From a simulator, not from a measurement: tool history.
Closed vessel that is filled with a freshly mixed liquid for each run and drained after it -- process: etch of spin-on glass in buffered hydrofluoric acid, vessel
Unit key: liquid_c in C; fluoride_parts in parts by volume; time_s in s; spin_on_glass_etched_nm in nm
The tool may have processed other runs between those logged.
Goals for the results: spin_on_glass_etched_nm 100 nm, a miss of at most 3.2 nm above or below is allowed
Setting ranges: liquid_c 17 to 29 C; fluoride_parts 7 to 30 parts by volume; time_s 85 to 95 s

run 1 hour=0 | liquid_c=21 fluoride_parts=20 time_s=85 | spin_on_glass_etched_nm=111.93
run 2 hour=4.3 | liquid_c=24.5 fluoride_parts=20 time_s=85 | spin_on_glass_etched_nm=135.95
run 3 hour=9.2 | liquid_c=24.5 fluoride_parts=20 time_s=95 | spin_on_glass_etched_nm=152.98
run 4 hour=15.3 | liquid_c=22.5 fluoride_parts=20.5 time_s=95 | spin_on_glass_etched_nm=135.04
run 5 hour=19.8 | liquid_c=22.5 fluoride_parts=20.5 time_s=95 | spin_on_glass_etched_nm=135.36
run 6 hour=22.4 | liquid_c=21 fluoride_parts=20.5 time_s=95 | spin_on_glass_etched_nm=124.17
run 7 hour=30.2 | liquid_c=20 fluoride_parts=20.5 time_s=95 | spin_on_glass_etched_nm=117.24
run 8 hour=38.6 | liquid_c=19 fluoride_parts=20.5 time_s=95 | spin_on_glass_etched_nm=109.75
run 9 hour=40.6 | liquid_c=18.5 fluoride_parts=20.5 time_s=95 | spin_on_glass_etched_nm=107.34
run 10 hour=44 | liquid_c=18 fluoride_parts=20.5 time_s=95 | spin_on_glass_etched_nm=103.76

Below are 4 possible settings for the next run. Only one of them brings all results inside the allowed miss of their targets. Which is it?
run A hour=47.4 | liquid_c=17.5 fluoride_parts=20 time_s=85 | spin_on_glass_etched_nm=?
run B hour=47.4 | liquid_c=19 fluoride_parts=21.5 time_s=90 | spin_on_glass_etched_nm=?
run C hour=47.4 | liquid_c=17.5 fluoride_parts=23.5 time_s=95 | spin_on_glass_etched_nm=?
run D hour=47.4 | liquid_c=17 fluoride_parts=16 time_s=85 | spin_on_glass_etched_nm=?

move=A spin_on_glass_etched_nm=91.829
move=B spin_on_glass_etched_nm=100.72
move=C spin_on_glass_etched_nm=91.8
move=D spin_on_glass_etched_nm=109.5
A: carries the result that was furthest off beyond its target, to the other side
B: hits every target within its allowed miss
C: carries the result that was furthest off beyond its target, to the other side
D: lands further from the targets than the last run did
Move B is the one to make.
